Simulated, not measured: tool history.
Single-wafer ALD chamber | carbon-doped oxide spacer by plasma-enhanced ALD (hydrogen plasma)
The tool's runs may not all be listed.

| run | day | heater temperature setpoint (deg C) | number of ALD cycles (cycles) | mean film thickness on the monitor wafer (angstrom) |
|---|---|---|---|---|
| 1 | 0 | 405 | 408 | 214.6 |
| 2 | 0.15 | 407 | 393 | 206.12 |
| 3 | 0.229 | 417 | 393 | 199.89 |
| 4 | 0.571 | 418 | 381 | 191.65 |
| 5 | 0.921 | 410 | 381 | 197.02 |
| 6 | 1.312 | 404 | 381 | 201.27 |
| 7 | 1.617 | 407 | 371 | 193.64 |
| 8 | 1.962 | 409 | 363 | 188.87 |

Expected results for the next run?
| 9 | 2.304 | 411 | 356 | ? |

{"run 9": {"mean film thickness on the monitor wafer (angstrom)": 183.15}}
